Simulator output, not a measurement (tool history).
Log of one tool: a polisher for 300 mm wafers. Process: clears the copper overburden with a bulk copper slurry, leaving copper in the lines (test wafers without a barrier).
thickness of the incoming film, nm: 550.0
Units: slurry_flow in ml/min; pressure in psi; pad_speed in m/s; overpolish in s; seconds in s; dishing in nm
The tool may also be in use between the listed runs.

{"run": 1, "hour": 0.0, "slurry_flow": 285, "pressure": 1.6, "pad_speed": 1.2, "slurry_solids": 1.0, "overpolish": 19, "seconds": 86.797, "dishing": 69.193}
{"run": 2, "hour": 7.6, "slurry_flow": 285, "pressure": 1.8, "pad_speed": 1.2, "slurry_solids": 1.0, "overpolish": 20, "seconds": 77.026, "dishing": 76.787}
{"run": 3, "hour": 8.5, "slurry_flow": 285, "pressure": 1.8, "pad_speed": 1.5, "slurry_solids": 1.0, "overpolish": 20, "seconds": 67.726, "dishing": 87.364}
{"run": 4, "hour": 14.2, "slurry_flow": 285, "pressure": 1.9, "pad_speed": 1.52, "slurry_solids": 1.0, "overpolish": 20, "seconds": 62.97, "dishing": 88.258}
{"run": 5, "hour": 23.0, "slurry_flow": 285, "pressure": 1.9, "pad_speed": 1.52, "slurry_solids": 1.0, "overpolish": 24, "seconds": 59.479, "dishing": 96.895}
{"run": 6, "hour": 30.9, "slurry_flow": 285, "pressure": 1.9, "pad_speed": 1.36, "slurry_solids": 1.0, "overpolish": 24, "seconds": 68.231, "dishing": 94.256}

Forecast run 7:
{"run": 7, "hour": 34.1, "slurry_flow": 285, "pressure": 2.0, "pad_speed": 1.38, "slurry_solids": 1.0, "overpolish": 23, "seconds": "?", "dishing": "?"}

{"run 7": {"seconds": 63.206, "dishing": 96.895}}
